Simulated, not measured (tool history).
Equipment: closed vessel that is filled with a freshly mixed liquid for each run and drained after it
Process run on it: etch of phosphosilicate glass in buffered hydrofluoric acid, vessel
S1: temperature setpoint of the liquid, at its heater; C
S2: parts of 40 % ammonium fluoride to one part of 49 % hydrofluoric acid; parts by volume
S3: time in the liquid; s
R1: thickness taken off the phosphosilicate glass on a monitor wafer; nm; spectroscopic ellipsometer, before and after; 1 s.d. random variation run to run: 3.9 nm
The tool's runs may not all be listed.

run,hour,S1,S2,S3,R1
1,0,25,12.5,95,585.71
2,1.2,25,12.5,100,617.25
3,2.1,25,15,100,511.19
4,8.8,25,13.5,100,570.16
5,17.2,27.5,13.5,100,655.21
6,18.6,26.5,13.5,100,612.21
7,21.2,25.5,13.5,100,580.76
8,27.3,21.5,14,100,444.67

Expected results for the next run?
9,33.2,20.5,14,100,?

For run 9 the tool returned R1 430.93 nm.
